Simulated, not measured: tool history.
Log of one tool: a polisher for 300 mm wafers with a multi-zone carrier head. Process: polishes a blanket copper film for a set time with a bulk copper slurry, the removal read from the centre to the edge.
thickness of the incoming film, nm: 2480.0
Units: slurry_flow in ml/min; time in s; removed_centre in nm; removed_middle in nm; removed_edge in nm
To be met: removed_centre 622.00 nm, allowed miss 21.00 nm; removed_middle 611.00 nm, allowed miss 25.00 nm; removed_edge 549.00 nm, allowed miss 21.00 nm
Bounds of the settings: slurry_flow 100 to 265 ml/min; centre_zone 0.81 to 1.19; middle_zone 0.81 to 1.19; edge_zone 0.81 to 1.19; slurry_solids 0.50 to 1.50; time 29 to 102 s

{"run": 1, "hour": 0.0, "slurry_flow": 170, "centre_zone": 1.0, "middle_zone": 1.0, "edge_zone": 1.0, "slurry_solids": 1.0, "time": 65, "removed_centre": 467.68, "removed_middle": 471.31, "removed_edge": 489.15}
{"run": 2, "hour": 4.5, "slurry_flow": 180, "centre_zone": 1.03, "middle_zone": 1.03, "edge_zone": 1.01, "slurry_solids": 1.05, "time": 65, "removed_centre": 491.91, "removed_middle": 495.94, "removed_edge": 490.12}
{"run": 3, "hour": 9.2, "slurry_flow": 185, "centre_zone": 1.05, "middle_zone": 1.04, "edge_zone": 1.03, "slurry_solids": 1.1, "time": 66, "removed_centre": 512.19, "removed_middle": 509.86, "removed_edge": 520.33}
{"run": 4, "hour": 16.2, "slurry_flow": 185, "centre_zone": 1.05, "middle_zone": 1.04, "edge_zone": 1.03, "slurry_solids": 1.1, "time": 51, "removed_centre": 391.0, "removed_middle": 403.78, "removed_edge": 398.18}
{"run": 5, "hour": 21.0, "slurry_flow": 185, "centre_zone": 1.05, "middle_zone": 1.04, "edge_zone": 1.06, "slurry_solids": 1.1, "time": 51, "removed_centre": 392.81, "removed_middle": 402.87, "removed_edge": 400.33}
{"run": 6, "hour": 26.1, "slurry_flow": 185, "centre_zone": 1.0, "middle_zone": 1.04, "edge_zone": 1.06, "slurry_solids": 1.1, "time": 51, "removed_centre": 371.93, "removed_middle": 394.95, "removed_edge": 402.75}
{"run": 7, "hour": 28.7, "slurry_flow": 185, "centre_zone": 1.0, "middle_zone": 1.04, "edge_zone": 1.06, "slurry_solids": 1.1, "time": 51, "removed_centre": 374.17, "removed_middle": 403.98, "removed_edge": 403.12}
{"run": 8, "hour": 32.4, "slurry_flow": 195, "centre_zone": 1.04, "middle_zone": 1.06, "edge_zone": 1.05, "slurry_solids": 1.2, "time": 54, "removed_centre": 429.91, "removed_middle": 436.58, "removed_edge": 431.13}
{"hour": 34.9, "done": "edge zone pressure recalibrated"}
{"run": 9, "hour": 34.9, "slurry_flow": 200, "centre_zone": 1.05, "middle_zone": 1.09, "edge_zone": 1.05, "slurry_solids": 1.25, "time": 56, "removed_centre": 451.77, "removed_middle": 475.58, "removed_edge": 442.45}
{"run": 10, "hour": 37.2, "slurry_flow": 205, "centre_zone": 1.07, "middle_zone": 1.1, "edge_zone": 1.06, "slurry_solids": 1.3, "time": 58, "removed_centre": 476.79, "removed_middle": 494.1, "removed_edge": 468.87}
{"run": 11, "hour": 42.8, "slurry_flow": 205, "centre_zone": 1.07, "middle_zone": 1.1, "edge_zone": 1.06, "slurry_solids": 1.3, "time": 58, "removed_centre": 478.32, "removed_middle": 489.69, "removed_edge": 457.38}
{"run": 12, "hour": 47.5, "slurry_flow": 210, "centre_zone": 1.08, "middle_zone": 1.11, "edge_zone": 1.06, "slurry_solids": 1.35, "time": 60, "removed_centre": 511.89, "removed_middle": 531.75, "removed_edge": 487.35}
{"run": 13, "hour": 52.9, "slurry_flow": 250, "centre_zone": 1.18, "middle_zone": 1.15, "edge_zone": 1.14, "slurry_solids": 1.45, "time": 60, "removed_centre": 571.96, "removed_middle": 560.21, "removed_edge": 516.76}

4 next moves are on the table. One of them brings every result within its allowed miss. Which?
{"run": "A", "hour": 58.3, "slurry_flow": 260, "centre_zone": 1.19, "middle_zone": 1.08, "edge_zone": 1.12, "slurry_solids": 1.3, "time": 66, "removed_centre": "?", "removed_middle": "?", "removed_edge": "?"}
{"run": "B", "hour": 58.3, "slurry_flow": 180, "centre_zone": 1.16, "middle_zone": 1.13, "edge_zone": 1.01, "slurry_solids": 1.5, "time": 69, "removed_centre": "?", "removed_middle": "?", "removed_edge": "?"}
{"run": "C", "hour": 58.3, "slurry_flow": 250, "centre_zone": 1.19, "middle_zone": 1.03, "edge_zone": 1.13, "slurry_solids": 1.5, "time": 64, "removed_centre": "?", "removed_middle": "?", "removed_edge": "?"}
{"run": "D", "hour": 58.3, "slurry_flow": 265, "centre_zone": 1.19, "middle_zone": 1.18, "edge_zone": 0.99, "slurry_solids": 1.5, "time": 64, "removed_centre": "?", "removed_middle": "?", "removed_edge": "?"}

move=A removed_centre=625.35 removed_middle=574.16 removed_edge=547.82
move=B removed_centre=625.33 removed_middle=615.45 removed_edge=541.85
move=C removed_centre=620.39 removed_middle=547.52 removed_edge=547.31
move=D removed_centre=625.16 removed_middle=618.94 removed_edge=513.78
A: brings the result that was furthest off to its target, and leaves another outside
B: meets every target
C: brings the result that was furthest off to its target, and leaves another outside
D: brings the result that was furthest off to its target, and leaves another outside
Move B is the one to make.
